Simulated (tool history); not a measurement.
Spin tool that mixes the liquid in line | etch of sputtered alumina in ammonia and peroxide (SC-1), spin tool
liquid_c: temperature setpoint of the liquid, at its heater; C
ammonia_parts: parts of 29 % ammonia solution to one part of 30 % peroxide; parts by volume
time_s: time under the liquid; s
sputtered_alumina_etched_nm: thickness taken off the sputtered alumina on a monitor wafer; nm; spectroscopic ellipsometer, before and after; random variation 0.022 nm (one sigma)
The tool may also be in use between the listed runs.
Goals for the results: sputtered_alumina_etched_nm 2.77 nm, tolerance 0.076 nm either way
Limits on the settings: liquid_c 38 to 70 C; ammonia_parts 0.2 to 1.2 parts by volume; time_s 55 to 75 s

Run 1, hour 0: liquid_c 54 C, ammonia_parts 0.8 parts by volume, time_s 75 s. Result: sputtered_alumina_etched_nm 3.7389 nm.
Run 2, hour 7.1: liquid_c 53.5 C, ammonia_parts 0.8 parts by volume, time_s 75 s. Result: sputtered_alumina_etched_nm 3.6343 nm.
Run 3, hour 14.4: liquid_c 49 C, ammonia_parts 0.8 parts by volume, time_s 75 s. Result: sputtered_alumina_etched_nm 2.8633 nm.
Run 4, hour 23: liquid_c 43 C, ammonia_parts 0.8 parts by volume, time_s 75 s. Result: sputtered_alumina_etched_nm 2.0287 nm.
Run 5, hour 29.7: liquid_c 43 C, ammonia_parts 0.8 parts by volume, time_s 55 s. Result: sputtered_alumina_etched_nm 1.4803 nm.
Run 6, hour 36.9: liquid_c 43 C, ammonia_parts 0.7 parts by volume, time_s 55 s. Result: sputtered_alumina_etched_nm 1.4755 nm.
Run 7, hour 39.1: liquid_c 51 C, ammonia_parts 0.75 parts by volume, time_s 55 s. Result: sputtered_alumina_etched_nm 2.3274 nm.
Run 8, hour 44.7: liquid_c 51.5 C, ammonia_parts 0.75 parts by volume, time_s 55 s. Result: sputtered_alumina_etched_nm 2.3338 nm.
Run 9, hour 46.3: liquid_c 52 C, ammonia_parts 0.75 parts by volume, time_s 55 s. Result: sputtered_alumina_etched_nm 2.4471 nm.
Run 10, hour 48.7: liquid_c 53.5 C, ammonia_parts 0.75 parts by volume, time_s 55 s. Result: sputtered_alumina_etched_nm 2.6765 nm.

4 candidate next runs follow, results not yet known. Just one meets every target within its allowed miss. Identify it.
Run A, hour 51.1: liquid_c 53 C, ammonia_parts 0.8 parts by volume, time_s 55 s. Result: sputtered_alumina_etched_nm ?.
Run B, hour 51.1: liquid_c 51 C, ammonia_parts 0.85 parts by volume, time_s 65 s. Result: sputtered_alumina_etched_nm ?.
Run C, hour 51.1: liquid_c 53 C, ammonia_parts 0.65 parts by volume, time_s 55 s. Result: sputtered_alumina_etched_nm ?.
Run D, hour 51.1: liquid_c 52.5 C, ammonia_parts 0.55 parts by volume, time_s 60 s. Result: sputtered_alumina_etched_nm ?.

move  sputtered_alumina_etched_nm
   A                       2.5995
   B                       2.7723
   C                       2.5487
   D                       2.6638
A: moves away from the targets compared with the last run
B: meets every target
C: moves away from the targets compared with the last run
D: moves away from the targets compared with the last run
The move that meets every target is B.
